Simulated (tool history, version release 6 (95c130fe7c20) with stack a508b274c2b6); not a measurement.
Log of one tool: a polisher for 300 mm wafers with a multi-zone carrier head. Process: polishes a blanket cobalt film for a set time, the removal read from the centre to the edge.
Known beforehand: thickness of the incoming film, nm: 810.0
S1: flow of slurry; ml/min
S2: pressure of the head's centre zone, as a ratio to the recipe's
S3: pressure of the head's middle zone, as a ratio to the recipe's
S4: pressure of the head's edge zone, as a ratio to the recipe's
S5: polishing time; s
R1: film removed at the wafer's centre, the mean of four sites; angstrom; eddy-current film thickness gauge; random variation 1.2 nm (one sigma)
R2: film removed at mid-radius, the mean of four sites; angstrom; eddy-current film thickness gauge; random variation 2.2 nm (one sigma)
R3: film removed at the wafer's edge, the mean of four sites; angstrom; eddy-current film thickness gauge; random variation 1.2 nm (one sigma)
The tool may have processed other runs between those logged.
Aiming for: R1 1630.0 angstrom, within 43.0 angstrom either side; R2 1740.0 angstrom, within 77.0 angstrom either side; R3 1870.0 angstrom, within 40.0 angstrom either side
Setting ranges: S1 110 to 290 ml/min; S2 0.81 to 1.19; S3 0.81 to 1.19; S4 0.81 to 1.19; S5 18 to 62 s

run 1 day=0.000 | S1=185 S2=1.00 S3=1.00 S4=1.00 S5=40 | R1=2260.8 R2=2254.8 R3=2352.4
run 2 day=0.071 | S1=170 S2=0.95 S3=0.97 S4=0.95 S5=38 | R1=2016.2 R2=2053.3 R3=2183.7
run 3 day=0.417 | S1=135 S2=0.95 S3=0.97 S4=0.95 S5=38 | R1=1896.1 R2=2004.2 R3=2091.9
run 4 day=0.525 | S1=135 S2=0.95 S3=0.97 S4=0.92 S5=38 | R1=1925.6 R2=1904.5 R3=2035.5
run 5 day=0.704 | S1=135 S2=0.89 S3=0.97 S4=0.92 S5=38 | R1=1798.4 R2=1968.3 R3=2043.8
run 6 day=0.929 | S1=135 S2=0.89 S3=0.97 S4=0.92 S5=29 | R1=1362.5 R2=1462.7 R3=1574.6
run 7 day=1.138 | S1=175 S2=0.89 S3=0.98 S4=0.94 S5=29 | R1=1447.3 R2=1533.7 R3=1649.0
run 8 day=1.350 | S1=205 S2=0.89 S3=0.99 S4=0.96 S5=29 | R1=1504.2 R2=1623.3 R3=1697.0
run 9 day=1.617 | S1=225 S2=0.89 S3=0.98 S4=0.99 S5=29 | R1=1488.7 R2=1595.8 R3=1735.1
run 10 day=1.933 | S1=240 S2=0.90 S3=0.99 S4=1.01 S5=29 | R1=1550.0 R2=1685.5 R3=1762.2
run 11 day=2.121 | S1=250 S2=0.91 S3=0.98 S4=1.03 S5=29 | R1=1570.5 R2=1660.0 R3=1789.1
run 12 day=2.446 | S1=255 S2=0.91 S3=0.99 S4=1.05 S5=29 | R1=1582.3 R2=1686.1 R3=1807.8
run 13 day=2.783 | S1=260 S2=0.91 S3=0.99 S4=1.06 S5=29 | R1=1586.9 R2=1685.9 R3=1796.8
run 14 day=3.021 | S1=265 S2=0.91 S3=0.99 S4=1.08 S5=29 | R1=1604.0 R2=1705.9 R3=1839.6

Exactly one of the 4 candidate moves below puts every result within its allowed miss. Which one?
run A day=3.258 | S1=220 S2=0.92 S3=1.00 S4=1.08 S5=30 | R1=? R2=? R3=?
run B day=3.258 | S1=265 S2=0.96 S3=1.00 S4=1.09 S5=28 | R1=? R2=? R3=?
run C day=3.258 | S1=270 S2=0.95 S3=0.96 S4=1.18 S5=28 | R1=? R2=? R3=?
run D day=3.258 | S1=290 S2=0.92 S3=0.89 S4=1.11 S5=29 | R1=? R2=? R3=?

move=A R1=1620.0 R2=1681.7 R3=1882.0
move=B R1=1619.9 R2=1606.5 R3=1796.1
move=C R1=1606.2 R2=1555.4 R3=1874.7
move=D R1=1623.5 R2=1524.4 R3=1894.1
A: all results in spec
B: moves away from the targets compared with the last run
C: meets the target for the result that was furthest off, but another lies outside its allowed miss
D: meets the target for the result that was furthest off, but another lies outside its allowed miss
Correct choice: A, which meets every target

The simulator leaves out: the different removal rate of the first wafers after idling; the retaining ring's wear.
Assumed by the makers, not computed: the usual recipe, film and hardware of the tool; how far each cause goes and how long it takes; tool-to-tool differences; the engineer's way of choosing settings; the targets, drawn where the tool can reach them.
